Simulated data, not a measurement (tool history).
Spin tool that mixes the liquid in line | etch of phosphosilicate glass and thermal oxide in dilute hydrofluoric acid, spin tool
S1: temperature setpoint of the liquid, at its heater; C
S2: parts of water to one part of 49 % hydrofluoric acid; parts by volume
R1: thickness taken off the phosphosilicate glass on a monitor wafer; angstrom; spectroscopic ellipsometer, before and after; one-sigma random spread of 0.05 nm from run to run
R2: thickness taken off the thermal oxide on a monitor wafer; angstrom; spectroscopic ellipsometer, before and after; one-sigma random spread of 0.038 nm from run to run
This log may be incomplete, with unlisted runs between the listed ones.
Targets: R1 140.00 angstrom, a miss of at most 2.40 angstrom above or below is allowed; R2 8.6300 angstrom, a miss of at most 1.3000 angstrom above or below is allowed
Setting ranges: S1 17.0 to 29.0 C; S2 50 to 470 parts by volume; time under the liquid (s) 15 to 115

run 1 hour=0.0 | S1=21.0 S2=260 time_under_the_liquid_(s)=60 | R1=153.97 R2=8.5830
run 2 hour=1.9 | S1=22.0 S2=260 time_under_the_liquid_(s)=60 | R1=159.44 R2=9.2419
run 3 hour=3.6 | S1=22.0 S2=180 time_under_the_liquid_(s)=60 | R1=247.64 R2=14.9040
run 4 hour=12.5 | S1=21.0 S2=195 time_under_the_liquid_(s)=60 | R1=216.71 R2=13.1090
run 5 hour=20.5 | S1=20.0 S2=205 time_under_the_liquid_(s)=60 | R1=197.20 R2=12.1670
run 6 hour=22.0 | S1=19.5 S2=215 time_under_the_liquid_(s)=60 | R1=182.77 R2=12.1930
run 7 hour=22.8 | S1=19.5 S2=225 time_under_the_liquid_(s)=60 | R1=172.70 R2=10.4240
run 8 hour=30.1 | S1=19.0 S2=230 time_under_the_liquid_(s)=60 | R1=166.09 R2=10.7030
run 9 hour=32.4 | S1=19.0 S2=235 time_under_the_liquid_(s)=60 | R1=159.93 R2=9.4721
run 10 hour=33.2 | S1=18.5 S2=235 time_under_the_liquid_(s)=60 | R1=157.70 R2=9.1684
run 11 hour=34.7 | S1=18.0 S2=235 time_under_the_liquid_(s)=60 | R1=155.79 R2=9.6256
run 12 hour=41.6 | S1=18.0 S2=240 time_under_the_liquid_(s)=60 | R1=152.13 R2=9.0936
run 13 hour=46.8 | S1=17.5 S2=245 time_under_the_liquid_(s)=60 | R1=145.20 R2=9.2543

Exercise: of the 5 proposed moves below, exactly one satisfies all targets within the stated allowed misses. Which move is it?
run A hour=52.0 | S1=17.0 S2=235 time_under_the_liquid_(s)=60 | R1=? R2=?
run B hour=52.0 | S1=20.5 S2=230 time_under_the_liquid_(s)=50 | R1=? R2=?
run C hour=52.0 | S1=18.0 S2=265 time_under_the_liquid_(s)=65 | R1=? R2=?
run D hour=52.0 | S1=20.0 S2=290 time_under_the_liquid_(s)=65 | R1=? R2=?
run E hour=52.0 | S1=23.5 S2=270 time_under_the_liquid_(s)=55 | R1=? R2=?

move=A R1=148.61 R2=9.0016
move=B R1=145.42 R2=8.8087
move=C R1=144.51 R2=8.7536
move=D R1=139.18 R2=8.4306
move=E R1=146.28 R2=8.8607
A: misses by more than the last run did
B: no nearer and no further than the last run
C: closes in on the targets versus the last run, not all within tolerance yet
D: all results in spec
E: misses by more than the last run did
D meets every target.
